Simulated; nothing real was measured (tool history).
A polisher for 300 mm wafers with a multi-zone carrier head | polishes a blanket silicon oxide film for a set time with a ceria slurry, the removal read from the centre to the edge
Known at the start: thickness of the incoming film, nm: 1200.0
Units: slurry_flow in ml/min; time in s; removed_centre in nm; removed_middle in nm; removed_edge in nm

run  hour  slurry_flow  centre_zone  middle_zone  edge_zone  time  removed_centre  removed_middle  removed_edge
  1     0          170            1            1          1    46          351.14          353.37        361.23
  2   2.6          180         1.02         1.01       1.02    47          371.97          365.05        376.12
  3   3.5          180         0.97         1.01       1.02    47          347.51          366.66        373.68
  4   9.9          180         0.97         1.07       1.02    47          356.45          379.95         374.6
  5    11          180         1.04         1.07       1.02    47          374.62          383.08        375.82
  6  17.2          190         1.06         1.08       1.04    48          392.49          397.89        385.18

Run 7 comes next. What will it give?
  7  23.7          195         1.07         1.08       1.06    49               ?               ?             ?

{"run 7": {"removed_centre": 405.2, "removed_middle": 408.45, "removed_edge": 397.59}}
